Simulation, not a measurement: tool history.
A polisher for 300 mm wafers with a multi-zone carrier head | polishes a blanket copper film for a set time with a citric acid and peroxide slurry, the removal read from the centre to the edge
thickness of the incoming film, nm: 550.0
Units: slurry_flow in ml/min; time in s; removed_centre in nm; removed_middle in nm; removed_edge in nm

run	hour	slurry_flow	centre_zone	middle_zone	edge_zone	slurry_solids	time	removed_centre	removed_middle	removed_edge
1	0.0	205	1.00	1.00	1.00	1.0	57	165.80	159.15	176.78
2	6.1	205	1.00	1.00	1.00	0.9	57	160.53	152.38	172.00
3	11.5	205	1.00	0.93	1.00	0.9	57	157.30	142.53	169.67
4	13.2	205	1.00	0.96	1.00	0.9	57	159.74	147.06	170.36
5	22.1	185	1.00	0.96	1.00	0.9	57	158.49	144.33	168.52
6	23.9	180	0.99	0.95	1.00	0.9	57	153.56	145.49	167.23
7	24.5	180	0.99	0.94	1.00	0.9	57	154.89	144.75	167.64

The next listed run, before its measurement:
8	28.1	180	0.99	0.93	1.00	0.9	57	?	?	?

{"run 8": {"removed_centre": 154.11, "removed_middle": 143.21, "removed_edge": 169.35}}

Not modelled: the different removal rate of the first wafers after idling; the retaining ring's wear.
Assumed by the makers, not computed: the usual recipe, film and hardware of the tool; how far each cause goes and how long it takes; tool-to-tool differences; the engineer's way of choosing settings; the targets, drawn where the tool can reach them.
